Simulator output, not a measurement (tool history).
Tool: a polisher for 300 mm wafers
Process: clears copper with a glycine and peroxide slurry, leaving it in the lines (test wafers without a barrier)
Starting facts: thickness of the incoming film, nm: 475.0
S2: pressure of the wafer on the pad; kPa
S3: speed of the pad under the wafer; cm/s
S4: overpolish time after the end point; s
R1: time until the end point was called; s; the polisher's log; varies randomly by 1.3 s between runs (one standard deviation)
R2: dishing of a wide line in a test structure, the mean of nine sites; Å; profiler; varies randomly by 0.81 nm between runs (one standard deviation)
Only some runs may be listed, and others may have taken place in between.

run 1 day=0 | flow_of_slurry_(ml/min)=250 S2=12.4 S3=108 S4=27 | R1=149.75 R2=571.04
run 2 day=0.138 | flow_of_slurry_(ml/min)=250 S2=12.4 S3=82 S4=27 | R1=184.13 R2=507.02
run 3 day=0.454 | flow_of_slurry_(ml/min)=250 S2=14.5 S3=82 S4=27 | R1=164.91 R2=554.52
run 4 day=0.817 | flow_of_slurry_(ml/min)=250 S2=14.5 S3=82 S4=28 | R1=166.44 R2=567.54
run 5 day=0.992 | flow_of_slurry_(ml/min)=250 S2=14.5 S3=104 S4=28 | R1=137.41 R2=638.56
run 6 day=1.25 | flow_of_slurry_(ml/min)=250 S2=14.5 S3=104 S4=29 | R1=136.48 R2=640.67

What will run 7 give?
run 7 day=1.338 | flow_of_slurry_(ml/min)=250 S2=14.5 S3=104 S4=30 | R1=? R2=?

{"run 7": {"R1": 137.25, "R2": 676.13}}
